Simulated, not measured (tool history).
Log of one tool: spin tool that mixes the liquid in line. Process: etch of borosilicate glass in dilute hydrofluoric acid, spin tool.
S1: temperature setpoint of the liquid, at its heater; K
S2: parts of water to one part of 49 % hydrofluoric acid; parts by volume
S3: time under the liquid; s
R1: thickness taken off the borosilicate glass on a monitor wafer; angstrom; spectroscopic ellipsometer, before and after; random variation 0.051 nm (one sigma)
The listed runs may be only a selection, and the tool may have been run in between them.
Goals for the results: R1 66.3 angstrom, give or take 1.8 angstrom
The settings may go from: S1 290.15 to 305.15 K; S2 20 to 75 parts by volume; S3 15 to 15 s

{"run": 1, "day": 0.0, "S1": 297.15, "S2": 45, "S3": 15, "R1": 100.31}
{"run": 2, "day": 0.283, "S1": 296.65, "S2": 45, "S3": 15, "R1": 97.895}
{"run": 3, "day": 0.488, "S1": 296.65, "S2": 40, "S3": 15, "R1": 110.95}
{"run": 4, "day": 0.7, "S1": 296.65, "S2": 40, "S3": 15, "R1": 111.6}
{"run": 5, "day": 0.729, "S1": 296.65, "S2": 25, "S3": 15, "R1": 178.54}
{"run": 6, "day": 1.096, "S1": 296.65, "S2": 25, "S3": 15, "R1": 181.48}
{"run": 7, "day": 1.233, "S1": 296.15, "S2": 30, "S3": 15, "R1": 147.49}
{"run": 8, "day": 1.3, "S1": 295.65, "S2": 30, "S3": 15, "R1": 145.64}
{"run": 9, "day": 1.325, "S1": 295.15, "S2": 30, "S3": 15, "R1": 140.62}
{"run": 10, "day": 1.562, "S1": 294.65, "S2": 30, "S3": 15, "R1": 138.5}
{"run": 11, "day": 1.667, "S1": 294.15, "S2": 30, "S3": 15, "R1": 133.28}
{"run": 12, "day": 1.979, "S1": 290.15, "S2": 45, "S3": 15, "R1": 74.653}

Exercise: of the 4 proposed moves below, exactly one satisfies all targets within the stated allowed misses. Which move is it?
{"run": "A", "day": 2.292, "S1": 290.15, "S2": 50, "S3": 15, "R1": "?"}
{"run": "B", "day": 2.292, "S1": 290.65, "S2": 40, "S3": 15, "R1": "?"}
{"run": "C", "day": 2.292, "S1": 291.15, "S2": 50, "S3": 15, "R1": "?"}
{"run": "D", "day": 2.292, "S1": 290.15, "S2": 40, "S3": 15, "R1": "?"}

move=A R1=66.903
move=B R1=86.436
move=C R1=69.864
move=D R1=84.568
A: each result inside its tolerance
B: its largest miss is bigger than the last run's
C: an improvement on the last run, though not all results are within tolerance
D: its largest miss is bigger than the last run's
Go with A: it meets all targets.
